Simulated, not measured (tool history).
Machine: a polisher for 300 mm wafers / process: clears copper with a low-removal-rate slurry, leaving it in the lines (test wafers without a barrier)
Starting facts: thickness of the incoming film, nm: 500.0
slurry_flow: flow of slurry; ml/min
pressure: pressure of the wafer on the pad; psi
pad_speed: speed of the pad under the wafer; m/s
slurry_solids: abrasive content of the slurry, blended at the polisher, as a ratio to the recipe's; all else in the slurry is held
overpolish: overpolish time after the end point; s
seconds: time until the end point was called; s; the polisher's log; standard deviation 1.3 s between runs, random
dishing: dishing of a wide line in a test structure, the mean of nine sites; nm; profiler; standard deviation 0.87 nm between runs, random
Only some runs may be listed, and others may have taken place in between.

run	hour	slurry_flow	pressure	pad_speed	slurry_solids	overpolish	seconds	dishing
1	0.0	120	3.8	1.12	1.0	10	147.050	26.179
2	3.8	120	4.0	1.14	1.0	10	138.020	27.838
3	10.3	120	4.0	1.14	1.0	6	135.120	16.972
4	13.4	120	4.0	1.14	1.0	8	135.370	23.013
5	21.6	120	4.0	1.26	1.0	8	125.320	24.268
# hour 29.8: slurry blender recalibrated
6	29.8	120	4.2	1.26	1.0	8	107.600	27.198
7	38.4	120	4.3	1.26	1.0	8	107.800	28.978
8	40.2	120	4.4	1.26	1.0	8	107.550	28.506
9	47.9	120	4.5	1.26	1.0	8	104.130	31.013

Run 10, settings as shown, results not yet in. Your forecast:
10	52.4	120	4.6	1.26	1.0	8	?	?

{"run 10": {"seconds": 97.604, "dishing": 28.805}}
